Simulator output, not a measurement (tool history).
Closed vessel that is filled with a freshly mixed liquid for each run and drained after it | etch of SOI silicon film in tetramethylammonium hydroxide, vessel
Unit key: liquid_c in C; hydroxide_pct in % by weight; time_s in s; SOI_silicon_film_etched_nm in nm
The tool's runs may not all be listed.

{"run": 1, "hour": 0.0, "liquid_c": 66.0, "hydroxide_pct": 8.5, "time_s": 30, "SOI_silicon_film_etched_nm": 189.84}
{"run": 2, "hour": 8.1, "liquid_c": 71.5, "hydroxide_pct": 8.5, "time_s": 30, "SOI_silicon_film_etched_nm": 263.4}
{"run": 3, "hour": 11.5, "liquid_c": 70.5, "hydroxide_pct": 8.5, "time_s": 30, "SOI_silicon_film_etched_nm": 246.6}
{"run": 4, "hour": 18.2, "liquid_c": 70.5, "hydroxide_pct": 10.0, "time_s": 30, "SOI_silicon_film_etched_nm": 234.11}
{"run": 5, "hour": 24.8, "liquid_c": 73.5, "hydroxide_pct": 10.0, "time_s": 30, "SOI_silicon_film_etched_nm": 277.85}
{"run": 6, "hour": 25.9, "liquid_c": 78.0, "hydroxide_pct": 10.0, "time_s": 30, "SOI_silicon_film_etched_nm": 355.69}

Run 7 has not been measured yet. What should we expect?
{"run": 7, "hour": 34.1, "liquid_c": 76.5, "hydroxide_pct": 10.0, "time_s": 30, "SOI_silicon_film_etched_nm": "?"}

Run 7 produced SOI_silicon_film_etched_nm 328.28 nm.
